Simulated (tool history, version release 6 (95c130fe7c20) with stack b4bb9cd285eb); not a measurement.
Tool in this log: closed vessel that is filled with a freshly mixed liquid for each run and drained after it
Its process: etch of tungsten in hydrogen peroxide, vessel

run,hour,temperature setpoint of the liquid (°C),concentration of hydrogen peroxide in the mixed liquid (% by weight),time in the liquid (s),thickness taken off the tungsten on a monitor wafer (Å)
1,0.0,51.0,18,90,887.13
2,8.1,58.0,18,90,1352.90
3,10.0,54.0,18,90,1071.00
4,15.8,51.0,18,90,895.78
5,18.2,51.0,22,90,986.86
6,21.3,51.0,22,100,1098.70
7,24.4,48.0,22,100,906.15
8,25.9,46.0,22,100,802.35
9,28.1,44.0,22,100,706.81
10,36.7,42.5,22,100,648.92

The next listed run, before its measurement:
11,40.3,41.5,22,100,?

{"run 11": {"thickness taken off the tungsten on a monitor wafer (Å)": 598.8}}

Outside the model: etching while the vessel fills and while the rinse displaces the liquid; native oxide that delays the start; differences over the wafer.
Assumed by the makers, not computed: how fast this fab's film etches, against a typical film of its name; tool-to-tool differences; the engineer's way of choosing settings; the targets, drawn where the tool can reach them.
